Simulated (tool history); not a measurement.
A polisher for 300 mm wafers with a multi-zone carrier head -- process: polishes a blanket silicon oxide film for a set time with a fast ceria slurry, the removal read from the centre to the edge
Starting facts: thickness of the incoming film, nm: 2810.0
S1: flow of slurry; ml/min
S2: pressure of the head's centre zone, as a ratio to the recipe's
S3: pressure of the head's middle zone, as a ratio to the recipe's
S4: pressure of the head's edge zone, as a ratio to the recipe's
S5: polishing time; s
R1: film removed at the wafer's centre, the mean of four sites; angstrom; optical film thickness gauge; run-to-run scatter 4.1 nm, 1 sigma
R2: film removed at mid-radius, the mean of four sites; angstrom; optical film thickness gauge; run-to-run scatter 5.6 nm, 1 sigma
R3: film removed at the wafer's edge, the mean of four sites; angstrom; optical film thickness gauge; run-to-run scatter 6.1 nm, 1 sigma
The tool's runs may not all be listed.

run,hour,S1,S2,S3,S4,S5,R1,R2,R3
1,0.0,230,1.00,1.00,1.00,79,8698.9,8845.9,8823.0
2,8.2,230,1.00,1.00,1.00,59,6570.0,6679.1,6652.8
3,10.8,230,1.00,1.00,1.00,66,7279.3,7459.3,7469.5
4,13.5,225,0.99,1.01,0.95,58,6345.5,6573.5,6330.5
5,21.1,225,0.98,1.02,0.92,53,5686.0,6027.1,5681.4
6,26.1,225,0.98,1.03,0.89,50,5362.0,5778.2,5388.7
7,34.0,220,0.99,1.04,0.87,48,5214.6,5653.6,5064.8
8,35.4,210,0.99,1.04,0.85,47,5105.8,5408.8,5027.4
9,44.3,215,0.99,1.04,0.84,45,4878.2,5196.5,4610.1
10,51.2,210,0.98,1.04,0.83,45,4774.3,5178.7,4490.2

The next listed run, before its measurement:
11,58.9,205,0.98,1.04,0.84,45,?,?,?

R1: 4784.5 angstrom
R2: 5182.5 angstrom
R3: 4567.1 angstrom

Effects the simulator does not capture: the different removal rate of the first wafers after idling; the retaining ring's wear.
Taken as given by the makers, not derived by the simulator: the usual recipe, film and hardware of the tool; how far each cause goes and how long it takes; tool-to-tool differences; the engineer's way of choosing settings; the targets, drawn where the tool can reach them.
